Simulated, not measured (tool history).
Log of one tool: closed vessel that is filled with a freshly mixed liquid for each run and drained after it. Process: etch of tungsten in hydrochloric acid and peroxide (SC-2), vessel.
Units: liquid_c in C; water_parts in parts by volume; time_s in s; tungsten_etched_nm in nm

run    day  liquid_c  water_parts  time_s  tungsten_etched_nm
  1  0.000      61.0          8.0      30             14.1560
  2  0.246      61.0          8.0      30             14.3520
  3  0.612      59.0          8.0      30             12.5630
  4  0.950      57.5          8.0      30             11.3960
  5  1.025      60.5          8.0      30             13.9450
  6  1.342      59.0          8.0      30             12.6430
  7  1.512      57.5          8.0      30             11.3950
  8  1.846      56.5          8.0      30             10.6480
  9  1.938      55.5          8.0      30             10.0750
 10  2.146      54.5          8.0      30              9.4383
 11  2.354      53.5          8.0      30              8.7630
 12  2.521      53.0          8.0      30              8.5068
 13  2.883      52.5          8.0      30              8.2974
 14  3.221      52.0          8.0      30              7.9063
 15  3.333      51.5          8.0      30              7.8586

The next listed run, before its measurement:
 16  3.508      51.0          8.0      30                   ?

Run 16 gave tungsten_etched_nm 7.5052 nm.
